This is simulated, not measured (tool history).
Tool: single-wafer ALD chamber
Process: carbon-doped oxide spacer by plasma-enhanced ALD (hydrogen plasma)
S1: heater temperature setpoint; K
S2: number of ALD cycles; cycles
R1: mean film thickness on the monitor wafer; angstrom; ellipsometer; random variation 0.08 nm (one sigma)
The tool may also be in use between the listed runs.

run 1 day=0 | S1=668.15 S2=353 | R1=192.06
run 2 day=0.229 | S1=668.15 S2=391 | R1=209.38
run 3 day=0.354 | S1=672.15 S2=351 | R1=189.04
run 4 day=0.646 | S1=662.15 S2=351 | R1=189.29
run 5 day=0.7 | S1=662.15 S2=323 | R1=173.96
run 6 day=0.958 | S1=654.15 S2=323 | R1=172.91

Run 7 comes next. What will it give?
run 7 day=1.175 | S1=654.15 S2=306 | R1=?

{"run 7": {"R1": 164.78}}
